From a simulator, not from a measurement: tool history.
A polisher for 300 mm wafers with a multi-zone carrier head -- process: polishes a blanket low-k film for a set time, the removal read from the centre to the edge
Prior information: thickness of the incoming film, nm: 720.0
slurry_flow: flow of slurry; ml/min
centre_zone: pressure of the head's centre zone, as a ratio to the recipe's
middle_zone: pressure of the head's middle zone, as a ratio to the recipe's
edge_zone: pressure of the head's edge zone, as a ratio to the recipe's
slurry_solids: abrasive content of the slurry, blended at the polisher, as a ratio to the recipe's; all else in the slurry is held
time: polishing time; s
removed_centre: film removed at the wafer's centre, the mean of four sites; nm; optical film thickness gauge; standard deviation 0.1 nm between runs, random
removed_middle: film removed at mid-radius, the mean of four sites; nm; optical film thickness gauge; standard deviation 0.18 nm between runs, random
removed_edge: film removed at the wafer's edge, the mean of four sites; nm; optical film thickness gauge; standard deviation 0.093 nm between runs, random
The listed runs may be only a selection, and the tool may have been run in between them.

run 1 hour=0 | slurry_flow=195 centre_zone=1 middle_zone=1 edge_zone=1 slurry_solids=1 time=66 | removed_centre=25.49 removed_middle=26.475 removed_edge=26.898
run 2 hour=3.3 | slurry_flow=195 centre_zone=0.99 middle_zone=1.01 edge_zone=0.97 slurry_solids=0.9 time=61 | removed_centre=22.705 removed_middle=23.791 removed_edge=23.515
run 3 hour=10.9 | slurry_flow=190 centre_zone=0.98 middle_zone=1.01 edge_zone=0.94 slurry_solids=0.8 time=57 | removed_centre=20.09 removed_middle=21.395 removed_edge=20.664
run 4 hour=12.7 | slurry_flow=190 centre_zone=0.98 middle_zone=1.01 edge_zone=0.91 slurry_solids=0.8 time=57 | removed_centre=19.919 removed_middle=21.598 removed_edge=20.647
run 5 hour=13.8 | slurry_flow=190 centre_zone=0.98 middle_zone=1.01 edge_zone=0.91 slurry_solids=0.65 time=57 | removed_centre=18.453 removed_middle=19.565 removed_edge=19.217
run 6 hour=19.1 | slurry_flow=190 centre_zone=0.98 middle_zone=1.02 edge_zone=0.89 slurry_solids=0.6 time=54 | removed_centre=17.322 removed_middle=18.418 removed_edge=17.55
run 7 hour=28.1 | slurry_flow=185 centre_zone=0.98 middle_zone=1.02 edge_zone=0.88 slurry_solids=0.6 time=52 | removed_centre=16.494 removed_middle=17.52 removed_edge=16.735
run 8 hour=35.3 | slurry_flow=175 centre_zone=0.98 middle_zone=1.03 edge_zone=0.86 slurry_solids=0.6 time=52 | removed_centre=16.234 removed_middle=17.684 removed_edge=16.528

Run 9 has not been measured yet. What should we expect?
run 9 hour=41 | slurry_flow=170 centre_zone=0.98 middle_zone=1.03 edge_zone=0.85 slurry_solids=0.6 time=51 | removed_centre=? removed_middle=? removed_edge=?

Run 9 measured removed_centre 15.895 nm, removed_middle 17.243 nm, removed_edge 16.143 nm.
